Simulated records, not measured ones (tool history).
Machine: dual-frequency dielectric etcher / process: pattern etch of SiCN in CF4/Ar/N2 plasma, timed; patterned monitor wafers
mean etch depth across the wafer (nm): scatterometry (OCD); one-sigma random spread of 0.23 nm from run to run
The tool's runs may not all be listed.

run	hour	source power (kW)	bias power (kW)	Ar flow (sccm)	CF4 flow (sccm)	etch time (s)	mean etch depth across the wafer (nm)
1	0	0.43	0.05	139	79	114	80.55
2	1.7	0.39	0.05	139	79	114	72.541
3	5.9	0.39	0.05	139	67	114	69.938
4	7	0.39	0.05	119	67	114	72.2
5	8.2	0.39	0.05	119	67	119.5	75.505
6	14.8	0.44	0.05	119	67	119.5	86.359
7	17.8	0.39	0.05	119	67	119.5	75.85

Predict the results of run 8:
8	24.4	0.39	0.05	119	67	119.5	?

Run 8 yielded mean etch depth across the wafer (nm) 76.192.
